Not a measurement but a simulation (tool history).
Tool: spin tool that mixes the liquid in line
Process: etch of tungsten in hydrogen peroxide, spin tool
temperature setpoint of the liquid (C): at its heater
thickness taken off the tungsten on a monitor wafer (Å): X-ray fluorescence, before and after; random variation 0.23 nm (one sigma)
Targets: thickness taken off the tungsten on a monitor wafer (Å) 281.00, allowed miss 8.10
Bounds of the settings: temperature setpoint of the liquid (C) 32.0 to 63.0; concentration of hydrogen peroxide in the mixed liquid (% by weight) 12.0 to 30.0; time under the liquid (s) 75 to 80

run	day	temperature setpoint of the liquid (C)	concentration of hydrogen peroxide in the mixed liquid (% by weight)	time under the liquid (s)	thickness taken off the tungsten on a monitor wafer (Å)
1	0.000	47.0	22.5	75	571.87
2	0.100	47.0	20.0	75	528.48
3	0.371	50.5	20.0	75	662.06
4	0.592	56.5	20.0	75	934.37
5	0.612	56.5	25.0	75	1066.00
6	0.892	56.5	25.0	75	1061.80
7	1.012	54.0	25.0	75	904.02
8	1.079	46.0	24.5	75	543.75
9	1.404	45.0	24.5	75	520.02
10	1.762	44.0	24.5	75	484.60
11	1.858	43.0	24.5	75	460.23
12	2.179	42.0	24.5	75	429.95
13	2.517	34.0	24.5	75	255.02
14	2.862	35.0	24.5	75	269.01

4 next moves are on the table. One of them brings every result within its allowed miss. Which?
A	3.208	34.0	24.0	75	?
B	3.208	32.5	28.0	75	?
C	3.208	36.5	22.0	75	?
D	3.208	34.5	23.5	75	?

move	thickness taken off the tungsten on a monitor wafer (Å)
A	248.89
B	242.77
C	281.83
D	254.75
A: further off than the last run
B: further off than the last run
C: meets every target
D: further off than the last run
The right move is C.
